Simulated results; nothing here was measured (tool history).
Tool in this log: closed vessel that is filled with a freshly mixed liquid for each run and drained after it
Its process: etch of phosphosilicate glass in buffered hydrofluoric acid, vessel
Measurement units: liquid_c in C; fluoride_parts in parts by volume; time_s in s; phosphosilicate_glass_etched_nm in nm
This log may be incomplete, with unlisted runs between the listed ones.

| run | hour | liquid_c | fluoride_parts | time_s | phosphosilicate_glass_etched_nm |
|---|---|---|---|---|---|
| 1 | 0.0 | 22.0 | 9.0 | 90 | 396.25 |
| 2 | 8.1 | 24.0 | 9.0 | 90 | 442.90 |
| 3 | 11.7 | 23.5 | 9.0 | 90 | 435.27 |
| 4 | 13.5 | 23.0 | 9.0 | 90 | 423.72 |
| 5 | 22.3 | 25.0 | 9.0 | 90 | 466.85 |
| 6 | 25.4 | 24.0 | 9.0 | 90 | 444.08 |
| 7 | 31.0 | 23.5 | 9.0 | 90 | 432.68 |

Run 8 is up next; what results do you expect?
| 8 | 34.9 | 23.0 | 9.0 | 90 | ? |

phosphosilicate_glass_etched_nm: 417.32 nm
